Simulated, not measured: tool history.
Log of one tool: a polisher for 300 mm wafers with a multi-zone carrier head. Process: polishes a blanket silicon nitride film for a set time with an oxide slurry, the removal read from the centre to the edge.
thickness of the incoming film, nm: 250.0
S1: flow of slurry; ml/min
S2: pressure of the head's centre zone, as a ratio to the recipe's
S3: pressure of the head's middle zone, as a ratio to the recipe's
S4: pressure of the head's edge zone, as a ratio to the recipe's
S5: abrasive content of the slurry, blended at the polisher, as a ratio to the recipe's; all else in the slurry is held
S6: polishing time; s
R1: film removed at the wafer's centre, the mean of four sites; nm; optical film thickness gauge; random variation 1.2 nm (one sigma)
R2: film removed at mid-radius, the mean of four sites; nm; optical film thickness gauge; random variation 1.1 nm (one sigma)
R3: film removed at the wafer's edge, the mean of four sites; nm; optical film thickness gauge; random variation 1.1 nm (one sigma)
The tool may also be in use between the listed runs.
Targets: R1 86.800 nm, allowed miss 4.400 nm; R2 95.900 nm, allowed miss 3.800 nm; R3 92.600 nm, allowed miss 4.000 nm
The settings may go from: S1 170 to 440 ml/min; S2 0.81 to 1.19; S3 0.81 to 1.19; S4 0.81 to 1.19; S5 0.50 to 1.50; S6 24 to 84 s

run,day,S1,S2,S3,S4,S5,S6,R1,R2,R3
1,0.000,280,1.00,1.00,1.00,1.00,54,59.948,60.615,56.640
2,0.133,280,1.00,1.00,1.00,1.00,48,52.452,53.468,51.836
3,0.438,280,1.00,1.00,1.00,0.85,48,47.523,49.887,46.570
4,0.804,280,0.99,1.02,1.02,0.95,50,52.389,55.881,52.208
5,1.004,280,0.99,1.03,1.04,1.00,51,54.776,59.583,54.457
6,1.121,280,0.99,1.03,1.04,0.90,51,52.199,55.038,52.932
7,1.321,280,0.99,1.03,1.04,0.90,51,52.284,57.207,52.206
8,1.612,280,0.98,1.03,1.06,1.00,52,56.078,60.622,56.497
9,1.942,285,0.92,1.09,1.16,1.25,65,74.193,87.761,80.034
10,2.288,285,0.92,1.08,1.16,1.30,65,72.763,88.233,83.008
11,2.538,285,0.93,1.08,1.16,1.30,65,73.692,88.533,82.654

4 next moves are on the table. One of them brings every result within its allowed miss. Which?
A,2.788,325,0.81,0.94,1.19,1.50,74,?,?,?
B,2.788,330,0.98,1.06,1.18,1.15,75,?,?,?
C,2.788,250,1.03,1.14,1.08,1.15,80,?,?,?
D,2.788,345,0.86,1.11,1.10,1.25,75,?,?,?

move,R1,R2,R3
A,78.757,95.289,102.740
B,86.986,95.936,92.981
C,95.451,106.710,93.416
D,79.352,103.860,93.286
A: nearer than the last run, and not there yet
B: meets every target
C: takes the result that was furthest off past its target
D: nearer than the last run, and not there yet
Move B is the one to make.
